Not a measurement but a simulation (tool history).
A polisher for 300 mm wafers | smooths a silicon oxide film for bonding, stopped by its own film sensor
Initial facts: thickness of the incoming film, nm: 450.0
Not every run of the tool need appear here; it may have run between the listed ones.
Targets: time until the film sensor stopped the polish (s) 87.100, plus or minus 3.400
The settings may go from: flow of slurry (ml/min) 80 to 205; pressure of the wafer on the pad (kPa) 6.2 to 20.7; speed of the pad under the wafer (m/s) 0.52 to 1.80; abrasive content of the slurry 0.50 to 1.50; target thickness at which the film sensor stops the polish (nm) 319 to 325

run	hour	flow of slurry (ml/min)	pressure of the wafer on the pad (kPa)	speed of the pad under the wafer (m/s)	abrasive content of the slurry	target thickness at which the film sensor stops the polish (nm)	time until the film sensor stopped the polish (s)
1	0.0	135	13.1	1.16	1.00	325	139.560
2	1.0	135	13.1	1.16	1.15	325	133.260
3	5.6	140	13.8	1.16	1.15	325	121.560
4	10.7	140	13.8	1.16	1.15	325	125.270
5	16.4	140	14.5	1.16	1.15	325	119.960
6	23.5	145	15.2	1.16	1.15	325	114.110
7	25.6	145	15.9	1.16	1.15	325	107.960
8	34.5	145	16.5	1.16	1.15	325	102.890
9	39.6	145	17.2	1.16	1.15	325	100.870
10	40.5	150	17.2	1.16	1.15	325	98.391
11	46.8	155	17.2	1.16	1.15	325	99.310
12	52.7	155	17.9	1.16	1.15	325	95.408
# hour 58.0: head pressure recalibrated
13	58.0	165	19.3	1.16	1.15	325	91.671
14	62.9	160	19.3	1.16	1.15	325	92.063

5 next moves are on the table. One of them brings every result within its allowed miss. Which?
A	67.8	135	20.7	0.98	1.40	325	?
B	67.8	160	20.7	1.00	1.35	321	?
C	67.8	155	20.0	1.26	1.15	321	?
D	67.8	170	19.3	1.06	1.20	321	?
E	67.8	205	20.0	1.04	1.10	319	?

move	time until the film sensor stopped the polish (s)
A	91.850
B	92.041
C	84.252
D	97.250
E	97.714
A: neither nearer nor further off than the last run
B: neither nearer nor further off than the last run
C: in spec on every target
D: moves away from the targets compared with the last run
E: moves away from the targets compared with the last run
Correct choice: C, which meets every target
